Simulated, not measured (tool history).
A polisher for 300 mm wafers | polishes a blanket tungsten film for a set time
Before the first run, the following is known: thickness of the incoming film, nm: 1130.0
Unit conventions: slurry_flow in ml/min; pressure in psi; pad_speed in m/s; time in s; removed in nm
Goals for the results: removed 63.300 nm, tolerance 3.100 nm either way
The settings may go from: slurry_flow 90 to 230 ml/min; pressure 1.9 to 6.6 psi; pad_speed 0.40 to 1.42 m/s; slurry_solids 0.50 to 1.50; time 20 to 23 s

run  hour  slurry_flow  pressure  pad_speed  slurry_solids  time  removed
  1   0.0          150       4.2       0.90           1.00    23   87.452
  2   8.3          150       4.6       0.90           1.00    23   95.063
  3  13.5          150       4.3       0.90           1.00    23   88.697
  4  19.6          150       4.3       0.90           1.00    23   88.440
  5  25.8          150       4.1       0.90           1.00    23   85.135
  6  32.6          180       4.1       0.90           1.00    23   91.507
  7  33.6          175       3.9       0.90           1.00    23   87.461
  8  39.1          170       3.7       0.90           1.00    23   85.665
  9  41.6          165       3.5       0.90           1.00    23   81.257
 10  46.8          160       3.3       0.90           1.00    23   78.396
     52.1  -- slurry nozzle cleaned
 11  52.1          155       3.1       0.90           1.00    23   78.342
 12  56.3          155       2.9       0.88           1.00    23   73.334
 13  58.4          155       2.8       0.88           1.00    23   72.879
 14  62.0          155       2.7       0.88           1.00    23   71.366
 15  65.0          155       2.6       0.88           1.00    23   69.700
 16  68.1          155       2.6       0.88           1.00    23   68.930
 17  71.2          155       2.6       0.88           1.00    23   69.770
 18  72.1          155       2.5       0.88           1.00    23   69.340
 19  76.8          155       2.4       0.88           1.00    23   67.566

Of the 4 settings listed for the next run, only one would bring every result within its allowed miss of target. Which one?
  A  81.5          155       2.6       0.88           1.05    23        ?
  B  81.5          165       2.4       0.96           1.10    23        ?
  C  81.5          185       3.1       0.94           1.00    20        ?
  D  81.5          145       3.0       0.78           0.90    23        ?

move  removed
   A   71.324
   B   76.555
   C   73.244
   D   64.364
A: moves away from the targets compared with the last run
B: moves away from the targets compared with the last run
C: moves away from the targets compared with the last run
D: hits every target within its allowed miss
The right move is D.
